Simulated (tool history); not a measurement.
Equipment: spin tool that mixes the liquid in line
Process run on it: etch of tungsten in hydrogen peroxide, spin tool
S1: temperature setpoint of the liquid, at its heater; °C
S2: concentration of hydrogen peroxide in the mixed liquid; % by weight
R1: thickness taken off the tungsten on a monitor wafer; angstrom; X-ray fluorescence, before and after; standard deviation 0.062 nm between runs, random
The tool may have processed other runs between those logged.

Run 1, hour 0: S1 43 °C, S2 20 % by weight, time under the liquid (s) 15. Result: R1 179.8 angstrom.
Run 2, hour 5.2: S1 41.5 °C, S2 19.5 % by weight, time under the liquid (s) 15. Result: R1 161.33 angstrom.
Run 3, hour 13: S1 41.5 °C, S2 19.5 % by weight, time under the liquid (s) 15. Result: R1 164.78 angstrom.
Run 4, hour 16.9: S1 40 °C, S2 19 % by weight, time under the liquid (s) 15. Result: R1 145.19 angstrom.
Run 5, hour 25.7: S1 45 °C, S2 19 % by weight, time under the liquid (s) 15. Result: R1 199.66 angstrom.
Run 6, hour 32.5: S1 48.5 °C, S2 19 % by weight, time under the liquid (s) 15. Result: R1 251.12 angstrom.
Run 7, hour 39.2: S1 46 °C, S2 19 % by weight, time under the liquid (s) 15. Result: R1 215.3 angstrom.
Run 8, hour 46.8: S1 44 °C, S2 19 % by weight, time under the liquid (s) 15. Result: R1 188.87 angstrom.
Run 9, hour 48.4: S1 42 °C, S2 18.5 % by weight, time under the liquid (s) 15. Result: R1 163.59 angstrom.
Run 10, hour 57.1: S1 40.5 °C, S2 18.5 % by weight, time under the liquid (s) 15. Result: R1 149.85 angstrom.
Run 11, hour 65: S1 39 °C, S2 18 % by weight, time under the liquid (s) 15. Result: R1 133.55 angstrom.
Run 12, hour 67.5: S1 38 °C, S2 18 % by weight, time under the liquid (s) 15. Result: R1 123.87 angstrom.
At hour 69.4: thermometer replaced.
Run 13, hour 69.4: S1 37 °C, S2 18 % by weight, time under the liquid (s) 15. Result: R1 127.91 angstrom.
Run 14, hour 71.4: S1 32 °C, S2 13 % by weight, time under the liquid (s) 15. Result: R1 79.014 angstrom.

For run 15, what comes out?
Run 15, hour 75.7: S1 32.5 °C, S2 13 % by weight, time under the liquid (s) 15. Result: R1 ?.

R1: 80.809 angstrom
